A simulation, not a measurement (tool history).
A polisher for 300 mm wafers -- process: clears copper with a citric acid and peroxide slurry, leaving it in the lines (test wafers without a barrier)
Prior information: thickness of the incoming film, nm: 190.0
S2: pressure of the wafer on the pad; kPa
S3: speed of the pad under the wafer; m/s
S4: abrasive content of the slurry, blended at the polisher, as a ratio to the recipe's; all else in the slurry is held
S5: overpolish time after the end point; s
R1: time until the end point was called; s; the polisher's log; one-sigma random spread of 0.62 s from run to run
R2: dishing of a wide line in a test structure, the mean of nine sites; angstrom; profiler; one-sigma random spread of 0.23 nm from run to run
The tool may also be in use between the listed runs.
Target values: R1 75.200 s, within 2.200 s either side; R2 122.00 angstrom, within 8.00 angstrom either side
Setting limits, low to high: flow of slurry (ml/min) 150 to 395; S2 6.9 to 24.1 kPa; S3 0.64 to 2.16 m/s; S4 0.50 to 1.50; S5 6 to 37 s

run 1 hour=0.0 | flow_of_slurry_(ml/min)=250 S2=15.2 S3=1.40 S4=1.00 S5=19 | R1=85.850 R2=306.46
run 2 hour=2.2 | flow_of_slurry_(ml/min)=200 S2=15.2 S3=1.40 S4=1.00 S5=19 | R1=86.792 R2=300.44
run 3 hour=8.5 | flow_of_slurry_(ml/min)=200 S2=17.9 S3=1.40 S4=1.00 S5=19 | R1=74.475 R2=355.55
run 4 hour=14.5 | flow_of_slurry_(ml/min)=190 S2=15.9 S3=1.54 S4=1.00 S5=16 | R1=77.594 R2=288.73
run 5 hour=20.5 | flow_of_slurry_(ml/min)=190 S2=12.4 S3=1.54 S4=1.00 S5=16 | R1=98.404 R2=236.03
run 6 hour=27.1 | flow_of_slurry_(ml/min)=205 S2=12.4 S3=1.58 S4=1.00 S5=14 | R1=97.696 R2=210.61
run 7 hour=32.2 | flow_of_slurry_(ml/min)=245 S2=12.4 S3=1.66 S4=0.95 S5=12 | R1=91.978 R2=193.61
run 8 hour=36.4 | flow_of_slurry_(ml/min)=275 S2=12.4 S3=1.74 S4=0.85 S5=11 | R1=90.846 R2=176.80
run 9 hour=42.6 | flow_of_slurry_(ml/min)=300 S2=12.4 S3=1.80 S4=0.80 S5=10 | R1=88.330 R2=164.77
run 10 hour=46.7 | flow_of_slurry_(ml/min)=320 S2=12.4 S3=1.86 S4=0.75 S5=9 | R1=87.224 R2=150.89
run 11 hour=48.9 | flow_of_slurry_(ml/min)=335 S2=13.1 S3=1.90 S4=0.70 S5=8 | R1=80.305 R2=143.49
run 12 hour=52.9 | flow_of_slurry_(ml/min)=345 S2=13.1 S3=1.90 S4=0.65 S5=8 | R1=82.119 R2=147.43
run 13 hour=55.7 | flow_of_slurry_(ml/min)=355 S2=13.1 S3=1.96 S4=0.60 S5=8 | R1=82.704 R2=150.39
run 14 hour=59.4 | flow_of_slurry_(ml/min)=365 S2=12.4 S3=1.96 S4=0.70 S5=8 | R1=82.663 R2=141.42
run 15 hour=65.1 | flow_of_slurry_(ml/min)=370 S2=12.4 S3=1.98 S4=0.75 S5=8 | R1=80.071 R2=149.51
run 16 hour=72.0 | flow_of_slurry_(ml/min)=375 S2=12.4 S3=2.00 S4=0.70 S5=8 | R1=82.376 R2=153.10
run 17 hour=77.7 | flow_of_slurry_(ml/min)=335 S2=13.1 S3=1.94 S4=0.65 S5=8 | R1=80.955 R2=146.98
run 18 hour=85.9 | flow_of_slurry_(ml/min)=265 S2=14.5 S3=1.94 S4=0.50 S5=6 | R1=77.760 R2=119.00

Which single option among these 4 for the next run brings every result within its allowed miss of target? Just one does.
run A hour=94.1 | flow_of_slurry_(ml/min)=240 S2=13.8 S3=2.16 S4=0.50 S5=7 | R1=? R2=?
run B hour=94.1 | flow_of_slurry_(ml/min)=285 S2=15.9 S3=1.78 S4=0.60 S5=6 | R1=? R2=?
run C hour=94.1 | flow_of_slurry_(ml/min)=260 S2=14.5 S3=1.96 S4=0.75 S5=7 | R1=? R2=?
run D hour=94.1 | flow_of_slurry_(ml/min)=240 S2=13.8 S3=2.10 S4=0.60 S5=7 | R1=? R2=?

move=A R1=75.894 R2=140.48
move=B R1=74.256 R2=124.48
move=C R1=72.084 R2=147.59
move=D R1=75.023 R2=142.00
A: brings the result that was furthest off to its target, and leaves another outside
B: all results land within tolerance of their targets
C: the result that was furthest off in the last run now lies on the other side of its target
D: brings the result that was furthest off to its target, and leaves another outside
Correct choice: B, which meets every target

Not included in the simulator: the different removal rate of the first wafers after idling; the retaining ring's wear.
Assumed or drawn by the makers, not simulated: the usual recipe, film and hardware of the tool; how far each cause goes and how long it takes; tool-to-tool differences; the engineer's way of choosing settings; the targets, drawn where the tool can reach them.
